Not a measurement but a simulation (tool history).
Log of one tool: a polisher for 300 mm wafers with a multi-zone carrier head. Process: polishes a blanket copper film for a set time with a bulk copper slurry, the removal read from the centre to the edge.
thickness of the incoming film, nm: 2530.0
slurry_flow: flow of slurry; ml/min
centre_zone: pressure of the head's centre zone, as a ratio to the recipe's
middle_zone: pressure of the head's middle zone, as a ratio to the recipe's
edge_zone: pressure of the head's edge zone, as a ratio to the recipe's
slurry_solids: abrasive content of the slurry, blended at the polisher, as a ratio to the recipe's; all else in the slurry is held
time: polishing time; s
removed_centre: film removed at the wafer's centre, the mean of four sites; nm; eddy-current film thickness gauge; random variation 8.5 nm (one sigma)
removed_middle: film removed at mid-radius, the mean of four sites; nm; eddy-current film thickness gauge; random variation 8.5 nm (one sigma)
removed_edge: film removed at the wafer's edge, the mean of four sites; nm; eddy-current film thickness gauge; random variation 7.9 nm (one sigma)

run,hour,slurry_flow,centre_zone,middle_zone,edge_zone,slurry_solids,time,removed_centre,removed_middle,removed_edge
1,0.0,280,1.00,1.00,1.00,1.00,76,1035.50,1043.80,947.93
2,2.2,280,1.00,0.94,1.00,1.00,76,1041.80,1003.30,947.53
3,3.9,280,1.00,0.94,1.00,1.00,64,870.34,847.18,813.08
4,11.0,315,1.00,0.94,1.00,1.00,64,880.40,866.90,810.77
5,17.4,315,0.96,0.94,1.00,1.00,64,859.50,859.37,811.99
# hour 22.8: edge zone pressure recalibrated
6,22.8,330,0.97,0.95,0.96,0.95,64,865.76,845.46,836.35

The next listed run, before its measurement:
7,24.2,330,0.97,0.95,0.96,0.95,64,?,?,?

{"run 7": {"removed_centre": 852.59, "removed_middle": 868.47, "removed_edge": 829.06}}
